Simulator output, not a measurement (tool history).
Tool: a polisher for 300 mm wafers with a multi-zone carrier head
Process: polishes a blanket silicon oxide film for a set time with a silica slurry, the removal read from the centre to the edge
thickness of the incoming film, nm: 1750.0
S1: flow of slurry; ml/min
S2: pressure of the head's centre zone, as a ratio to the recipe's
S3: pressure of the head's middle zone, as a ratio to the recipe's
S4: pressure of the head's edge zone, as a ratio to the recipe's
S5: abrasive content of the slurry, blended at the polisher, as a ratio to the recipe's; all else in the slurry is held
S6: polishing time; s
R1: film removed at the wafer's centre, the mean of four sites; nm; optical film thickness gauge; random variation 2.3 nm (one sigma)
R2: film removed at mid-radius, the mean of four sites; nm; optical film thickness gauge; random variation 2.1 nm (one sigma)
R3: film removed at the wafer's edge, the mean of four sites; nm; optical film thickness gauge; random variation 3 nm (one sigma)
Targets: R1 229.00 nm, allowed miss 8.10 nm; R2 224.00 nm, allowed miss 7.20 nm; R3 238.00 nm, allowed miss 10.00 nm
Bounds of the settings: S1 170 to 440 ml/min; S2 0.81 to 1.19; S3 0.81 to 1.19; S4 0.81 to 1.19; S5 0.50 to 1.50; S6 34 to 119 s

run 1 day=0.000 | S1=280 S2=1.00 S3=1.00 S4=1.00 S5=1.00 S6=76 | R1=175.72 R2=184.90 R3=180.02
run 2 day=0.092 | S1=225 S2=1.00 S3=1.00 S4=1.00 S5=1.00 S6=76 | R1=170.97 R2=179.06 R3=173.54
run 3 day=0.412 | S1=265 S2=1.02 S3=1.00 S4=1.06 S5=1.10 S6=76 | R1=190.44 R2=192.99 R3=194.79
run 4 day=0.667 | S1=295 S2=1.03 S3=1.01 S4=1.10 S5=1.15 S6=76 | R1=196.49 R2=198.64 R3=204.68
run 5 day=1.038 | S1=305 S2=1.04 S3=1.02 S4=1.13 S5=1.20 S6=76 | R1=205.92 R2=208.61 R3=214.21
run 6 day=1.067 | S1=315 S2=1.05 S3=1.02 S4=1.15 S5=1.25 S6=76 | R1=211.62 R2=211.95 R3=221.49
run 7 day=1.308 | S1=320 S2=1.06 S3=1.02 S4=1.16 S5=1.30 S6=76 | R1=221.00 R2=216.62 R3=229.85
run 8 day=1.679 | S1=325 S2=1.06 S3=1.03 S4=1.17 S5=1.30 S6=76 | R1=218.67 R2=219.75 R3=220.70
run 9 day=2.025 | S1=325 S2=1.06 S3=1.02 S4=1.18 S5=1.35 S6=76 | R1=221.95 R2=217.62 R3=230.50
run 10 day=2.075 | S1=330 S2=1.06 S3=1.02 S4=1.18 S5=1.35 S6=76 | R1=219.21 R2=224.77 R3=225.50

Which of these 4 next moves meets every target?
run A day=2.125 | S1=440 S2=0.97 S3=1.10 S4=0.99 S5=1.50 S6=73 | R1=? R2=? R3=?
run B day=2.125 | S1=440 S2=1.11 S3=1.12 S4=1.09 S5=1.40 S6=70 | R1=? R2=? R3=?
run C day=2.125 | S1=275 S2=1.16 S3=1.15 S4=1.18 S5=1.50 S6=66 | R1=? R2=? R3=?
run D day=2.125 | S1=365 S2=1.05 S3=0.98 S4=1.19 S5=1.25 S6=81 | R1=? R2=? R3=?

move=A R1=213.48 R2=243.51 R3=218.65
move=B R1=219.58 R2=229.25 R3=213.49
move=C R1=211.13 R2=217.66 R3=209.48
move=D R1=227.74 R2=228.69 R3=242.98
A: further off than the last run
B: further off than the last run
C: further off than the last run
D: meets every target
Answer: D

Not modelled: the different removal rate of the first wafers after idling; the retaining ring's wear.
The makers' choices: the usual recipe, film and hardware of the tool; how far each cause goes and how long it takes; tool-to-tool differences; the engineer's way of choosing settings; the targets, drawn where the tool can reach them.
